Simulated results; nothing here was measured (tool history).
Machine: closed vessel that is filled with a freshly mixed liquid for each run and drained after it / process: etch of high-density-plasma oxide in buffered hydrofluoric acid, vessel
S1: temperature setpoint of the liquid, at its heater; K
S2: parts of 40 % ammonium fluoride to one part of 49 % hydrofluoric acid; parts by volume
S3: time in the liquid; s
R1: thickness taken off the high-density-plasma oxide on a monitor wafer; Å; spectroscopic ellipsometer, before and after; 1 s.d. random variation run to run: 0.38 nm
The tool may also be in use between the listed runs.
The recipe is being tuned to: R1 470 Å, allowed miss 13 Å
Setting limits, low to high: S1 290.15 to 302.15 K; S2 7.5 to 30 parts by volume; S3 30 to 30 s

| run | hour | S1 | S2 | S3 | R1 |
|---|---|---|---|---|---|
| 1 | 0 | 294.15 | 20.5 | 30 | 187.28 |
| 2 | 9 | 291.65 | 20.5 | 30 | 158.88 |
| 3 | 10.5 | 290.15 | 20.5 | 30 | 148.64 |
| 4 | 15.7 | 293.65 | 20.5 | 30 | 180.17 |
| 5 | 17.8 | 293.65 | 23 | 30 | 166.9 |
| 6 | 24.5 | 296.65 | 23 | 30 | 198 |
| 7 | 26.6 | 298.65 | 18 | 30 | 259.85 |
| 8 | 29.2 | 302.15 | 11.5 | 30 | 487.86 |

Of the 4 settings listed for the next run, only one would bring every result within its allowed miss of target. Which one?
| A | 31.8 | 301.15 | 10.5 | 30 | ? |
| B | 31.8 | 300.65 | 11.5 | 30 | ? |
| C | 31.8 | 300.65 | 11 | 30 | ? |
| D | 31.8 | 302.15 | 11 | 30 | ? |

| move | R1 |
|---|---|
| A | 499.52 |
| B | 445.02 |
| C | 464.77 |
| D | 503.3 |
A: further off than the last run
B: pushes the last run's worst result past its target
C: each result inside its tolerance
D: further off than the last run
The move that meets every target is C.
